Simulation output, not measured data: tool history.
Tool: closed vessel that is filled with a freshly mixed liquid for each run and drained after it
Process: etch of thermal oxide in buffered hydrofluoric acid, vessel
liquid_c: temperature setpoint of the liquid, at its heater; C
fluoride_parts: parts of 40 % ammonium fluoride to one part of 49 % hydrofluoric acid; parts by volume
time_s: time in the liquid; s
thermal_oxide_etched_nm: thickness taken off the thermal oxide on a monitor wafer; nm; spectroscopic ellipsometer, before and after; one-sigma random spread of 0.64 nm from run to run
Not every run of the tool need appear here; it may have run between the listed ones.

{"run": 1, "day": 0.0, "liquid_c": 21, "fluoride_parts": 12.5, "time_s": 100, "thermal_oxide_etched_nm": 71.761}
{"run": 2, "day": 0.321, "liquid_c": 21, "fluoride_parts": 11, "time_s": 100, "thermal_oxide_etched_nm": 81.492}
{"run": 3, "day": 0.408, "liquid_c": 21, "fluoride_parts": 8.5, "time_s": 100, "thermal_oxide_etched_nm": 102.25}
{"run": 4, "day": 0.754, "liquid_c": 24.5, "fluoride_parts": 8.5, "time_s": 100, "thermal_oxide_etched_nm": 124.37}
{"run": 5, "day": 1.121, "liquid_c": 24.5, "fluoride_parts": 8.5, "time_s": 100, "thermal_oxide_etched_nm": 124.73}
{"run": 6, "day": 1.367, "liquid_c": 24.5, "fluoride_parts": 11.5, "time_s": 100, "thermal_oxide_etched_nm": 94.448}
{"run": 7, "day": 1.4, "liquid_c": 25.5, "fluoride_parts": 10, "time_s": 100, "thermal_oxide_etched_nm": 114.66}

Run 8 is up next; what results do you expect?
{"run": 8, "day": 1.533, "liquid_c": 26.5, "fluoride_parts": 9, "time_s": 100, "thermal_oxide_etched_nm": "?"}

{"run 8": {"thermal_oxide_etched_nm": 132.54}}
